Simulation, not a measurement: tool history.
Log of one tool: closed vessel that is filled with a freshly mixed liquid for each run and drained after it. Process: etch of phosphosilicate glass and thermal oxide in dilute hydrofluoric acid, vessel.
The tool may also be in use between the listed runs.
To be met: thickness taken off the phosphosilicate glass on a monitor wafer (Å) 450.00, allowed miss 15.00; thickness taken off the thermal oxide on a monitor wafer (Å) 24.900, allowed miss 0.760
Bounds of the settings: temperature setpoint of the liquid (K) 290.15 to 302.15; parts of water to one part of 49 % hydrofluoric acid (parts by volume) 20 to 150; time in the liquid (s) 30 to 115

run,day,temperature setpoint of the liquid (K),parts of water to one part of 49 % hydrofluoric acid (parts by volume),time in the liquid (s),thickness taken off the phosphosilicate glass on a monitor wafer (Å),thickness taken off the thermal oxide on a monitor wafer (Å)
1,0.000,294.15,85,60,596.70,32.387
2,0.354,294.15,85,80,787.06,42.693
3,0.667,293.65,90,80,713.71,39.604
4,1.033,293.65,90,100,907.19,49.523
5,1.092,293.65,90,115,1032.70,57.526
6,1.408,297.15,90,115,1185.20,65.640
7,1.517,296.15,100,115,1036.80,56.902
8,1.825,295.15,110,115,864.63,48.475
9,1.879,294.65,115,115,834.07,45.764
10,2.071,293.65,120,115,755.15,41.672
11,2.383,290.15,150,115,510.51,28.153
12,2.575,290.15,150,110,476.14,27.023

4 next moves are on the table. One of them brings every result within its allowed miss. Which?
A,2.767,293.15,140,90,?,?
B,2.767,295.65,150,90,?,?
C,2.767,291.15,150,105,?,?
D,2.767,295.15,150,85,?,?

move,thickness taken off the phosphosilicate glass on a monitor wafer (Å),thickness taken off the thermal oxide on a monitor wafer (Å)
A,473.93,26.785
B,481.52,27.214
C,471.83,26.666
D,446.21,25.218
A: nearer than the last run, and not there yet
B: further off than the last run
C: nearer than the last run, and not there yet
D: meets every target
Move D is the one to make.
